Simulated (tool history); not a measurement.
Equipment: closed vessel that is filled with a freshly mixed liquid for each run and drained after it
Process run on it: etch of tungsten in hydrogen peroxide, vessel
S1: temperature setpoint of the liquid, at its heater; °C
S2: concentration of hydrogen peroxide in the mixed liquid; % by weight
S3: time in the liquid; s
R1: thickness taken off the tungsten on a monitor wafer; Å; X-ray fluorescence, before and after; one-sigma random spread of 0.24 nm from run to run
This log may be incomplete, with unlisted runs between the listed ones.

run	hour	S1	S2	S3	R1
1	0	50	15.5	90	886.12
2	1.6	46.5	15.5	90	707.96
3	3.4	45	15.5	90	644.13
4	11.4	45	15.5	90	649.71
5	14.3	45	18	90	696.9
6	19.5	43.5	18	90	630.9
7	22.7	42.5	18	90	602.28

Forecast run 8:
# hour 28.4: thermometer replaced
8	28.4	41.5	18	90	?

Run 8 gave R1 515.1 Å.

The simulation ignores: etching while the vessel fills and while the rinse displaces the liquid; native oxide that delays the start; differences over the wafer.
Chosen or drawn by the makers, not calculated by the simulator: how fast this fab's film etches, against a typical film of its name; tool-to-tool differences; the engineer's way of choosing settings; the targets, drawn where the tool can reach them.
